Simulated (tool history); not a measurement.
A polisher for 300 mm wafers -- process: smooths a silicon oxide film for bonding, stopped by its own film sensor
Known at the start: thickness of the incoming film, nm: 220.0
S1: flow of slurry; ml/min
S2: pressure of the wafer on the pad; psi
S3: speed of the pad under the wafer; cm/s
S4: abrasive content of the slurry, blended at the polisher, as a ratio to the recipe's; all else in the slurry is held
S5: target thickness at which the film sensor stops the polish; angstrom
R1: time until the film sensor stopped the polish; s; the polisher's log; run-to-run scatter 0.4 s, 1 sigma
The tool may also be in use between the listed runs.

{"run": 1, "hour": 0.0, "S1": 135, "S2": 1.6, "S3": 82, "S4": 1, "S5": 1960, "R1": 67.801}
{"run": 2, "hour": 7.7, "S1": 140, "S2": 1.7, "S3": 82, "S4": 1, "S5": 1960, "R1": 64.176}
{"run": 3, "hour": 12.6, "S1": 145, "S2": 1.8, "S3": 82, "S4": 1, "S5": 1960, "R1": 60.036}
{"run": 4, "hour": 20.6, "S1": 145, "S2": 1.8, "S3": 64, "S4": 1, "S5": 1960, "R1": 73.998}
{"run": 5, "hour": 23.1, "S1": 150, "S2": 2, "S3": 64, "S4": 1, "S5": 1960, "R1": 65.792}
{"run": 6, "hour": 30.4, "S1": 150, "S2": 2, "S3": 64, "S4": 1, "S5": 1960, "R1": 65.278}

Run 7 is up next; what results do you expect?
{"run": 7, "hour": 39.4, "S1": 155, "S2": 2.1, "S3": 64, "S4": 1, "S5": 1960, "R1": "?"}

For run 7 the tool returned R1 62.242 s.
